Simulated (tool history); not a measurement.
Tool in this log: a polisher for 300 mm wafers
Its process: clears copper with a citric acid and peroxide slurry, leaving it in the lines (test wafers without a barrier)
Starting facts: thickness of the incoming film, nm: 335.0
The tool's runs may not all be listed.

run	hour	flow of slurry (ml/min)	pressure of the wafer on the pad (psi)	speed of the pad under the wafer (m/s)	abrasive content of the slurry	overpolish time after the end point (s)	time until the end point was called (s)	dishing of a wide line in a test structure (angstrom)
1	0.0	255	2.3	1.18	1.00	9	181.73	125.220
2	7.7	255	2.1	1.14	1.00	7	207.66	87.528
3	11.7	300	2.1	1.14	1.00	7	205.41	89.847
4	13.4	300	2.1	0.96	1.00	7	227.50	78.190
5	15.3	325	2.1	0.96	1.00	7	226.05	78.887
6	23.6	335	2.0	0.90	1.05	6	249.10	64.766
7	26.9	340	2.0	0.86	1.00	5	262.75	51.374
8	35.5	340	2.0	0.84	1.00	5	262.08	50.806
9	43.4	340	1.8	0.82	1.00	3	303.56	27.585
10	50.8	345	1.8	0.80	1.00	3	300.56	27.395
11	56.6	345	1.8	0.78	1.00	3	303.84	27.115
12	58.2	345	2.0	0.78	1.00	6	277.87	57.629
13	65.3	335	2.0	0.80	0.95	6	282.96	60.495
14	72.5	330	1.9	0.82	1.00	6	281.27	57.070
15	75.3	330	1.9	0.84	1.00	6	285.50	59.440
16	76.6	325	1.9	0.84	1.00	5	278.12	49.731
17	78.3	330	1.9	0.86	1.00	5	270.27	47.641

Expected results for the next run?
18	85.2	330	1.8	0.86	1.00	5	?	?

Run 18 measured time until the end point was called (s) 287.73, dishing of a wide line in a test structure (angstrom) 45.043.

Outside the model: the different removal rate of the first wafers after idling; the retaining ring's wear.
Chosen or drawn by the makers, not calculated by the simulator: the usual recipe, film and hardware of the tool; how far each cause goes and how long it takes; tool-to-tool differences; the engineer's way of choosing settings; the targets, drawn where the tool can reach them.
